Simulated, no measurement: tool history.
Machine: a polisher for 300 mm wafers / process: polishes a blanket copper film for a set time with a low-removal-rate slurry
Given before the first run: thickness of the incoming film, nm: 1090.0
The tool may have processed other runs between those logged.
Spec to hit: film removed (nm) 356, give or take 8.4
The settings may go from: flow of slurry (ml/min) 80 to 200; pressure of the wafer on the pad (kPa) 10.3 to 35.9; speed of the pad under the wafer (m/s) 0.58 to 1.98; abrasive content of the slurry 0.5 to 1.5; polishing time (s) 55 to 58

run  hour  flow of slurry (ml/min)  pressure of the wafer on the pad (kPa)  speed of the pad under the wafer (m/s)  abrasive content of the slurry  polishing time (s)  film removed (nm)
  1     0                      130                                    22.8                                    1.28                               1                  55              185.2
  2   2.5                      130                                    27.6                                    1.28                               1                  55             224.17
  3    11                      145                                    30.3                                     1.3                               1                  55             256.63
  4  15.4                      145                                    28.3                                     1.3                               1                  55             237.21
  5  22.9                      145                                    28.3                                     1.3                             0.9                  55             235.39
  6  24.2                      165                                    28.3                                     1.3                             0.9                  55             238.84
     24.9  -- head pressure recalibrated
  7  24.9                      170                                      31                                    1.34                             0.9                  55              304.3
  8  27.8                      180                                    31.7                                    1.34                             0.9                  55             315.28
  9  32.4                      185                                    32.4                                    1.34                             0.9                  55             324.14
 10  40.9                      190                                    33.1                                    1.34                             0.9                  55             332.05

Which of these 5 next moves meets every target?
  A  49.4                      145                                    33.1                                    1.42                            0.95                  55                  ?
  B  49.4                      200                                    31.7                                     1.3                            0.95                  58                  ?
  C  49.4                      190                                    35.2                                    1.28                            0.85                  58                  ?
  D  49.4                      180                                      31                                    1.36                             0.9                  58                  ?
  E  49.4                      185                                    30.3                                    1.58                             0.8                  55                  ?

move  film removed (nm)
   A             334.88
   B             331.15
   C             352.51
   D             328.68
   E             341.65
A: better than the last run, though not everything is in spec
B: about as far from the targets as the last run
C: in spec on every target
D: misses by more than the last run did
E: better than the last run, though not everything is in spec
Move C is the one to make.
